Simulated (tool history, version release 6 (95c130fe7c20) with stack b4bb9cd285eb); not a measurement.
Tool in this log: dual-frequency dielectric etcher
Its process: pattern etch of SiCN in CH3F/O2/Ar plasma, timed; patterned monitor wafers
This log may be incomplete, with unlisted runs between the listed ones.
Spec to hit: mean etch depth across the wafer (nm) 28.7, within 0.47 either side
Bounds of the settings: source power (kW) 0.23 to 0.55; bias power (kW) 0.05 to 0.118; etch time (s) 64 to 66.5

run	day	source power (kW)	bias power (kW)	etch time (s)	mean etch depth across the wafer (nm)
1	0	0.39	0.084	64	26.199
2	0.217	0.39	0.079	64	25.59
3	0.262	0.39	0.088	64	26.55
4	0.292	0.41	0.089	64	27.036
5	0.596	0.43	0.09	64	27.487
6	0.675	0.43	0.09	64	27.466
7	0.892	0.45	0.091	64	28.016
8	0.917	0.46	0.091	64	28.23

Below are 5 possible settings for the next run. Only one of them brings all results inside the allowed miss of their targets. Which is it?
A	0.942	0.47	0.071	66.5	?
B	0.942	0.41	0.087	65	?
C	0.942	0.48	0.08	65	?
D	0.942	0.41	0.088	65.5	?
E	0.942	0.47	0.096	64	?

move	mean etch depth across the wafer (nm)
A	27.124
B	27.172
C	27.704
D	27.485
E	28.78
A: the biggest miss grows against the last run
B: the biggest miss grows against the last run
C: the biggest miss grows against the last run
D: the biggest miss grows against the last run
E: every result lands within tolerance
Go with E: it meets all targets.

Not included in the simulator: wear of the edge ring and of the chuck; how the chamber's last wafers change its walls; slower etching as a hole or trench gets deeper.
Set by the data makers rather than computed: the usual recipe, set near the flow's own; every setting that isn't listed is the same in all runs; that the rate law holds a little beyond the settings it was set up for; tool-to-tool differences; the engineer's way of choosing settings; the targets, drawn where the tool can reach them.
